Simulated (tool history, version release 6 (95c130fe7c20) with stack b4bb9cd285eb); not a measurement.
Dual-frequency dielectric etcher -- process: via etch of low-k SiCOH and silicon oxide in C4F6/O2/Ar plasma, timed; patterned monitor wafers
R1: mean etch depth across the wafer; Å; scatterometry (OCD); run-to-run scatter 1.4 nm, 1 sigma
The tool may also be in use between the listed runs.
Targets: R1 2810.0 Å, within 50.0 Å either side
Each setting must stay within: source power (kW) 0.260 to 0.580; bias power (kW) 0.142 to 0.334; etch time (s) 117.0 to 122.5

run 1 hour=0.0 | source_power_(kW)=0.420 bias_power_(kW)=0.238 etch_time_(s)=117.0 | R1=3166.5
run 2 hour=6.4 | source_power_(kW)=0.390 bias_power_(kW)=0.235 etch_time_(s)=117.0 | R1=3073.8
run 3 hour=14.3 | source_power_(kW)=0.370 bias_power_(kW)=0.232 etch_time_(s)=117.0 | R1=3003.3
run 4 hour=22.0 | source_power_(kW)=0.370 bias_power_(kW)=0.232 etch_time_(s)=122.5 | R1=3167.4
run 5 hour=22.6 | source_power_(kW)=0.370 bias_power_(kW)=0.232 etch_time_(s)=122.5 | R1=3144.7
run 6 hour=25.3 | source_power_(kW)=0.350 bias_power_(kW)=0.230 etch_time_(s)=122.5 | R1=3110.9
run 7 hour=33.4 | source_power_(kW)=0.330 bias_power_(kW)=0.224 etch_time_(s)=122.5 | R1=3024.3
run 8 hour=37.8 | source_power_(kW)=0.320 bias_power_(kW)=0.221 etch_time_(s)=122.5 | R1=2965.0
run 9 hour=41.3 | source_power_(kW)=0.310 bias_power_(kW)=0.220 etch_time_(s)=122.5 | R1=2928.2

4 next moves are on the table. One of them brings every result within its allowed miss. Which?
run A hour=44.8 | source_power_(kW)=0.340 bias_power_(kW)=0.208 etch_time_(s)=122.5 | R1=?
run B hour=44.8 | source_power_(kW)=0.290 bias_power_(kW)=0.224 etch_time_(s)=118.0 | R1=?
run C hour=44.8 | source_power_(kW)=0.300 bias_power_(kW)=0.219 etch_time_(s)=122.5 | R1=?
run D hour=44.8 | source_power_(kW)=0.260 bias_power_(kW)=0.228 etch_time_(s)=117.0 | R1=?

move=A R1=2959.0
move=B R1=2827.5
move=C R1=2930.3
move=D R1=2748.0
A: misses by more than the last run did
B: in spec on every target
C: just as far off the targets as the last run
D: takes the biggest miss from the last run beyond its target
Correct choice: B, which meets every target
